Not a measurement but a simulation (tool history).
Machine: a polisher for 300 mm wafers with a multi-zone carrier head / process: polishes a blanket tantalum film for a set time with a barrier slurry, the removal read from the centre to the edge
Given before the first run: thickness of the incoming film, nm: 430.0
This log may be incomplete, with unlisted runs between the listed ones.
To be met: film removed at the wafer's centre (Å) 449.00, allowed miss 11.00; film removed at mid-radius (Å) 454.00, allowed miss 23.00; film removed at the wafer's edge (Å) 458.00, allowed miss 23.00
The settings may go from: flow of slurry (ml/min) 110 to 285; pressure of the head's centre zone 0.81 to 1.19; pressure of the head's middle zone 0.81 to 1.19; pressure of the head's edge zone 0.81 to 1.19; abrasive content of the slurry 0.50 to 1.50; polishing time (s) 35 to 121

| run | hour | flow of slurry (ml/min) | pressure of the head's centre zone | pressure of the head's middle zone | pressure of the head's edge zone | abrasive content of the slurry | polishing time (s) | film removed at the wafer's centre (Å) | film removed at mid-radius (Å) | film removed at the wafer's edge (Å) |
|---|---|---|---|---|---|---|---|---|---|---|
| 1 | 0.0 | 180 | 1.00 | 1.00 | 1.00 | 1.00 | 78 | 632.50 | 648.93 | 624.32 |
| 2 | 1.0 | 180 | 1.00 | 1.00 | 1.00 | 1.00 | 92 | 756.39 | 777.70 | 748.80 |
| 3 | 2.5 | 195 | 1.00 | 1.00 | 1.00 | 1.00 | 92 | 772.81 | 774.78 | 758.12 |
| 4 | 8.8 | 190 | 0.97 | 0.97 | 0.96 | 0.85 | 86 | 659.55 | 683.98 | 652.46 |
| 5 | 13.0 | 185 | 0.96 | 0.93 | 0.95 | 0.75 | 81 | 591.30 | 593.51 | 582.23 |
| 6 | 16.6 | 175 | 0.94 | 0.90 | 0.93 | 0.70 | 79 | 536.62 | 539.66 | 566.91 |
| 7 | 20.8 | 180 | 0.94 | 0.90 | 0.91 | 0.65 | 76 | 502.95 | 513.36 | 533.73 |
| 8 | 24.8 | 180 | 0.95 | 0.90 | 0.89 | 0.60 | 74 | 482.38 | 470.32 | 493.13 |
| 9 | 31.6 | 170 | 0.95 | 0.91 | 0.87 | 0.60 | 74 | 479.38 | 473.32 | 495.58 |
| 10 | 35.1 | 170 | 0.95 | 0.92 | 0.86 | 0.55 | 74 | 464.08 | 468.15 | 458.82 |
| 11 | 38.1 | 145 | 0.93 | 0.90 | 0.87 | 0.55 | 74 | 439.88 | 434.23 | 441.78 |

Exactly one of the 4 candidate moves below puts every result within its allowed miss. Which one?
| A | 41.1 | 150 | 0.94 | 0.91 | 0.84 | 0.55 | 75 | ? | ? | ? |
| B | 41.1 | 115 | 0.90 | 0.83 | 0.81 | 0.50 | 82 | ? | ? | ? |
| C | 41.1 | 165 | 0.93 | 1.00 | 0.91 | 0.50 | 71 | ? | ? | ? |
| D | 41.1 | 145 | 0.85 | 0.89 | 0.82 | 0.80 | 69 | ? | ? | ? |

| move | film removed at the wafer's centre (Å) | film removed at mid-radius (Å) | film removed at the wafer's edge (Å) |
|---|---|---|---|
| A | 452.43 | 457.81 | 463.51 |
| B | 420.18 | 427.19 | 458.91 |
| C | 416.05 | 447.17 | 437.48 |
| D | 428.90 | 475.35 | 484.54 |
A: each result inside its tolerance
B: lands further from the targets than the last run did
C: the furthest-off result lands on target, but another misses its tolerance
D: the furthest-off result lands on target, but another misses its tolerance
A meets every target.
